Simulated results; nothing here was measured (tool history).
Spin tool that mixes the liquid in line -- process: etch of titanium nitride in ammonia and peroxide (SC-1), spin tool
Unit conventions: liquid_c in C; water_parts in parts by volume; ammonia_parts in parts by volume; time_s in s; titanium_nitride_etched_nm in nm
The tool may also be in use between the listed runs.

run	hour	liquid_c	water_parts	ammonia_parts	time_s	titanium_nitride_etched_nm
1	0	54	14.5	0.8	80	3.3234
2	7	52.5	14.5	0.8	80	2.9494
3	7.6	51	14.5	0.8	80	2.692
4	12.6	51	14.5	1.05	80	2.7838
5	14	58	14.5	1.05	80	4.5341
6	18.2	56	14.5	1.05	80	3.9755
7	27	54	14.5	1.05	80	3.462

Run 8, settings as shown, results not yet in. Your forecast:
8	32.9	52.5	14.5	1.05	80	?

Run 8 gave titanium_nitride_etched_nm 3.096 nm.

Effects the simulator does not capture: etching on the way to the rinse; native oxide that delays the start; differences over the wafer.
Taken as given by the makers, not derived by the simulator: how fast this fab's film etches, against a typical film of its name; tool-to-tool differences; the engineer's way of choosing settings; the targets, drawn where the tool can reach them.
